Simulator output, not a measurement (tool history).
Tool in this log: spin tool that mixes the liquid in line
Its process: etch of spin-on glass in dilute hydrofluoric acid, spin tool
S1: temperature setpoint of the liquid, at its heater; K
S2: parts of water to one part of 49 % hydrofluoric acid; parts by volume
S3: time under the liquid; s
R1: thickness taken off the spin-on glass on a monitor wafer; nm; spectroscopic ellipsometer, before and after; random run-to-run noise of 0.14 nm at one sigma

run 1 hour=0.0 | S1=298.15 S2=95 S3=55 | R1=33.666
run 2 hour=2.0 | S1=296.65 S2=95 S3=55 | R1=31.585
run 3 hour=6.3 | S1=296.65 S2=115 S3=55 | R1=25.598
run 4 hour=12.3 | S1=296.65 S2=130 S3=55 | R1=22.397
run 5 hour=14.3 | S1=296.65 S2=165 S3=55 | R1=16.757
run 6 hour=15.2 | S1=297.65 S2=165 S3=55 | R1=17.287

Run 7, settings as shown, results not yet in. Your forecast:
run 7 hour=17.2 | S1=298.65 S2=165 S3=55 | R1=?

{"run 7": {"R1": 18.081}}

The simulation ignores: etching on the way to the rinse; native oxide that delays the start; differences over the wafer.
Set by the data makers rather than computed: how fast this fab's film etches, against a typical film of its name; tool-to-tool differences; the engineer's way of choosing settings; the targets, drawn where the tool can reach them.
